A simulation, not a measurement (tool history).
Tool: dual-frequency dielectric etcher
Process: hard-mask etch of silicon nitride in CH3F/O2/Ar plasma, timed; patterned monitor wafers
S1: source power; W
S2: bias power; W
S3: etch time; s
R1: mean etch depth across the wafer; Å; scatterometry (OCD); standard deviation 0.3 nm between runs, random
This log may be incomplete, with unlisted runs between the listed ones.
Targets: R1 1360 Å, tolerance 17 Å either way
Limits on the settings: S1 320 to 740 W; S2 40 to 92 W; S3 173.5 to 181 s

run  hour   S1  S2     S3      R1
  1     0  530  66  173.5  1152.1
  2   5.9  530  66    181  1193.4
  3   7.5  530  60    181  1158.6
  4  14.4  530  69    181  1222.3
  5  15.9  530  69    181  1222.8
  6    17  530  69  173.5  1165.6
  7  21.4  530  69  173.5  1166.1
  8  27.4  590  70  173.5  1232.1
  9  35.3  590  70  173.5  1231.3
 10    40  630  70  173.5  1260.5
 11  48.4  660  70  173.5  1280.6
 12    51  660  70  173.5  1287.2

Below are 5 possible settings for the next run. Only one of them brings all results inside the allowed miss of their targets. Which is it?
  A  53.6  630  66  177.5   ?
  B  53.6  680  56    174   ?
  C  53.6  680  61  173.5   ?
  D  53.6  700  64    176   ?
  E  53.6  670  75    178   ?

move      R1
   A  1260.3
   B  1200.2
   C  1234.5
   D  1289.7
   E  1359.4
A: its largest miss is bigger than the last run's
B: its largest miss is bigger than the last run's
C: its largest miss is bigger than the last run's
D: as far off as the last run
E: in spec on every target
Move E is the one to make.
